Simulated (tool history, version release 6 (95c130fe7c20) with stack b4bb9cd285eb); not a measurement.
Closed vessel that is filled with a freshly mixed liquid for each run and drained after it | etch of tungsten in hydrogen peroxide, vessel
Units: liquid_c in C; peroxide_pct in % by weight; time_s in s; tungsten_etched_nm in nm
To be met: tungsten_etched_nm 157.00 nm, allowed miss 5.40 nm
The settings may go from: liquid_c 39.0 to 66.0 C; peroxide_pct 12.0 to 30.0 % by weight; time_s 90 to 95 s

run  hour  liquid_c  peroxide_pct  time_s  tungsten_etched_nm
  1   0.0      55.0          20.5      90              229.58
  2   7.7      53.5          20.5      90              208.73
  3  13.9      53.5          20.5      90              209.39
  4  18.3      53.5          20.5      90              205.05
  5  26.4      52.5          20.5      90              195.30
  6  35.3      52.5          20.5      90              193.96
  7  40.3      52.5          20.5      90              196.23
  8  42.5      51.5          20.5      90              183.77
  9  50.2      51.0          20.5      90              181.53
     52.3  -- thermometer replaced
 10  52.3      50.5          20.5      90              186.92
 11  57.7      46.5          20.5      90              145.42

5 next moves are on the table. One of them brings every result within its allowed miss. Which?
  A  63.1      47.5          21.5      95                   ?
  B  63.1      46.5          24.5      95                   ?
  C  63.1      46.0          25.5      90                   ?
  D  63.1      47.5          21.0      95                   ?
  E  63.1      44.0          23.0      90                   ?

move  tungsten_etched_nm
   A              166.94
   B              167.44
   C              156.85
   D              164.98
   E              131.32
A: takes the result that was furthest off past its target
B: takes the result that was furthest off past its target
C: meets every target
D: takes the result that was furthest off past its target
E: further off than the last run
The right move is C.
